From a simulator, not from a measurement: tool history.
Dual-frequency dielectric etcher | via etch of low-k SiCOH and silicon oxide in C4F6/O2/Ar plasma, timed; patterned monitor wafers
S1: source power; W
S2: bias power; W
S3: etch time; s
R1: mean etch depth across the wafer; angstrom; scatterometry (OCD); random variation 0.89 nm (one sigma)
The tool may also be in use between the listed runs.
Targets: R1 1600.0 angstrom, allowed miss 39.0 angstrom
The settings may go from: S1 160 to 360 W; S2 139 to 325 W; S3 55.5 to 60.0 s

run,hour,S1,S2,S3,R1
1,0.0,260,232,60.0,1418.3
2,1.7,260,201,60.0,1313.7
3,9.2,260,201,55.5,1224.6
4,13.9,280,216,56.0,1324.6
5,16.5,280,233,56.0,1376.2
6,18.5,290,240,56.0,1416.5
7,19.0,300,245,56.0,1468.0
8,26.8,310,247,56.0,1479.2
9,30.7,320,250,56.0,1526.5
10,39.0,330,251,56.0,1562.6
11,47.6,330,252,56.0,1555.5
12,51.2,330,253,56.0,1561.8

5 next moves are on the table. One of them brings every result within its allowed miss. Which?
A,54.8,360,228,55.5,?
B,54.8,330,248,55.5,?
C,54.8,310,254,59.5,?
D,54.8,290,256,56.5,?
E,54.8,330,240,55.5,?

move,R1
A,1539.5
B,1532.0
C,1609.6
D,1483.3
E,1509.8
A: further off than the last run
B: further off than the last run
C: meets every target
D: further off than the last run
E: further off than the last run
Answer: C

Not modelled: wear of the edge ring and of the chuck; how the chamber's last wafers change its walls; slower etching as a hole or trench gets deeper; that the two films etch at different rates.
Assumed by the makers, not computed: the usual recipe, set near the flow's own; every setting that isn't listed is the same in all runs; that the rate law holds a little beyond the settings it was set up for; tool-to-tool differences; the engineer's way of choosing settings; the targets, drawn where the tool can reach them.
